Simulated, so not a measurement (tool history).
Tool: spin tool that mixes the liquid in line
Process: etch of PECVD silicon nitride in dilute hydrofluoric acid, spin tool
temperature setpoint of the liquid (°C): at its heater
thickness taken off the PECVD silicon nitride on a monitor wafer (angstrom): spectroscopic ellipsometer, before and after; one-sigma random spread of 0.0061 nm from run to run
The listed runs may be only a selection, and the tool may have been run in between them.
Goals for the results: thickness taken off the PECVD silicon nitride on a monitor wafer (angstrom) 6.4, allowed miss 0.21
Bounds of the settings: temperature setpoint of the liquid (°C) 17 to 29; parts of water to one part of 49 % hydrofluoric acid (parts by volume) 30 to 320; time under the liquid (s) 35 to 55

run	hour	temperature setpoint of the liquid (°C)	parts of water to one part of 49 % hydrofluoric acid (parts by volume)	time under the liquid (s)	thickness taken off the PECVD silicon nitride on a monitor wafer (angstrom)
1	0	21	175	55	8.6709
2	6.5	23.5	175	55	10.391
3	15.4	22	175	55	9.3535
4	22.3	22	120	55	13.297
5	29.7	22	120	55	13.25
6	31	22	60	55	26.012
7	35.7	21	85	55	17.019
8	38.3	20	100	55	13.853
# hour 41.5: thermometer replaced
9	41.5	17	170	55	7.4839

Consider the 4 candidate settings below. Which is the only one whose results all fall within their allowed miss of target?
A	44.7	17	125	35	?
B	44.7	18.5	175	55	?
C	44.7	18	140	55	?
D	44.7	18	170	55	?

move	thickness taken off the PECVD silicon nitride on a monitor wafer (angstrom)
A	6.4802
B	8.1488
C	9.7753
D	8.1028
A: meets every target
B: the biggest miss grows against the last run
C: the biggest miss grows against the last run
D: the biggest miss grows against the last run
A is the move that brings every result within its allowed miss.
